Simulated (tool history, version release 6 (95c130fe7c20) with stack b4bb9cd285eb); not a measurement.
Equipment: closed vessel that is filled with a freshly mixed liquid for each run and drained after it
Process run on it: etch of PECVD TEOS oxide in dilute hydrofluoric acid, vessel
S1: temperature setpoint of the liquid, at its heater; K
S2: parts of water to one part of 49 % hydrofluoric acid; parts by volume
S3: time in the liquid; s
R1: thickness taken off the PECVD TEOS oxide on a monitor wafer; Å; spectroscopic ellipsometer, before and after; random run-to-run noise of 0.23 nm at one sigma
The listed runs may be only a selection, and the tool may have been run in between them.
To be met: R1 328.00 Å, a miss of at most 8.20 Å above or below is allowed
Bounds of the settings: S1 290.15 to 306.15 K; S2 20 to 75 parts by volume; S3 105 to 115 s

Run 1, day 0.000: S1 298.15 K, S2 45 parts by volume, S3 105 s. Result: R1 531.36 Å.
Run 2, day 0.233: S1 296.15 K, S2 45 parts by volume, S3 105 s. Result: R1 494.45 Å.
Run 3, day 0.396: S1 296.15 K, S2 45 parts by volume, S3 105 s. Result: R1 491.75 Å.
Run 4, day 0.554: S1 294.65 K, S2 45 parts by volume, S3 105 s. Result: R1 466.55 Å.
Run 5, day 0.867: S1 294.65 K, S2 40 parts by volume, S3 105 s. Result: R1 526.75 Å.
Run 6, day 1.175: S1 294.65 K, S2 40 parts by volume, S3 115 s. Result: R1 582.41 Å.
Run 7, day 1.504: S1 293.65 K, S2 45 parts by volume, S3 115 s. Result: R1 492.37 Å.
At day 1.642: hydrofluoric acid flow meter replaced.
Run 8, day 1.642: S1 292.65 K, S2 45 parts by volume, S3 115 s. Result: R1 422.27 Å.
Run 9, day 1.829: S1 292.15 K, S2 45 parts by volume, S3 115 s. Result: R1 418.90 Å.
Run 10, day 2.196: S1 290.15 K, S2 55 parts by volume, S3 115 s. Result: R1 310.32 Å.
Run 11, day 2.292: S1 290.65 K, S2 55 parts by volume, S3 115 s. Result: R1 315.15 Å.

Exactly one of the 4 candidate moves below puts every result within its allowed miss. Which one?
Run A, day 2.388: S1 291.15 K, S2 55 parts by volume, S3 110 s. Result: R1 ?.
Run B, day 2.388: S1 291.15 K, S2 55 parts by volume, S3 105 s. Result: R1 ?.
Run C, day 2.388: S1 290.15 K, S2 50 parts by volume, S3 105 s. Result: R1 ?.
Run D, day 2.388: S1 291.65 K, S2 50 parts by volume, S3 105 s. Result: R1 ?.

move      R1
   A  308.38
   B  294.37
   C  311.85
   D  332.74
A: moves away from the targets compared with the last run
B: moves away from the targets compared with the last run
C: moves away from the targets compared with the last run
D: every result lands within tolerance
The move that meets every target is D.
